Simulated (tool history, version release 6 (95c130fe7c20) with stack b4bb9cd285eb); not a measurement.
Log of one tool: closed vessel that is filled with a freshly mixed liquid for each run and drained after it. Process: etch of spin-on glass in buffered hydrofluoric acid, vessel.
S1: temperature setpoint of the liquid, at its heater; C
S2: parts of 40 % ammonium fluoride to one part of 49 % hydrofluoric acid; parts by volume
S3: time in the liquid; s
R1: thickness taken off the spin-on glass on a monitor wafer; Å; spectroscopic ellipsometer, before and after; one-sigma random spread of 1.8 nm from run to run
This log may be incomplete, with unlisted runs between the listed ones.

run	hour	S1	S2	S3	R1
1	0.0	23.0	9.0	30	1914.2
2	6.4	23.5	9.0	30	1983.8
3	11.1	24.0	9.0	30	2018.3
4	14.8	24.0	11.5	30	1666.6
5	19.5	25.0	11.5	30	1729.9
# hour 22.2: hydrofluoric acid flow meter replaced
6	22.2	25.0	9.5	30	1935.8
7	24.3	25.0	9.5	30	1942.3

What will run 8 give?
8	29.8	26.0	9.5	30	?

{"run 8": {"R1": 2047.4}}
